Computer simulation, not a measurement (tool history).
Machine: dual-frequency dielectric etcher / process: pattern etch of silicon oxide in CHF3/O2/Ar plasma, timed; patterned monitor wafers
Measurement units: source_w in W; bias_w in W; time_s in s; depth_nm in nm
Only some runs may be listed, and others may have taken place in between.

{"run": 1, "hour": 0.0, "source_w": 540, "bias_w": 202, "time_s": 358.5, "depth_nm": 713.2}
{"run": 2, "hour": 9.0, "source_w": 510, "bias_w": 200, "time_s": 358.5, "depth_nm": 688.98}
{"run": 3, "hour": 15.1, "source_w": 490, "bias_w": 199, "time_s": 358.5, "depth_nm": 677.05}
{"run": 4, "hour": 16.3, "source_w": 470, "bias_w": 199, "time_s": 358.5, "depth_nm": 660.28}
{"run": 5, "hour": 24.4, "source_w": 460, "bias_w": 199, "time_s": 358.5, "depth_nm": 654.16}
{"run": 6, "hour": 28.2, "source_w": 450, "bias_w": 199, "time_s": 358.5, "depth_nm": 645.5}
{"run": 7, "hour": 32.7, "source_w": 440, "bias_w": 199, "time_s": 358.5, "depth_nm": 640.14}
{"run": 8, "hour": 38.9, "source_w": 430, "bias_w": 199, "time_s": 358.5, "depth_nm": 628.38}
{"run": 9, "hour": 47.1, "source_w": 420, "bias_w": 199, "time_s": 358.5, "depth_nm": 620.41}

Run 10 is up next; what results do you expect?
{"run": 10, "hour": 51.9, "source_w": 420, "bias_w": 199, "time_s": 358.5, "depth_nm": "?"}

depth_nm: 623.35 nm
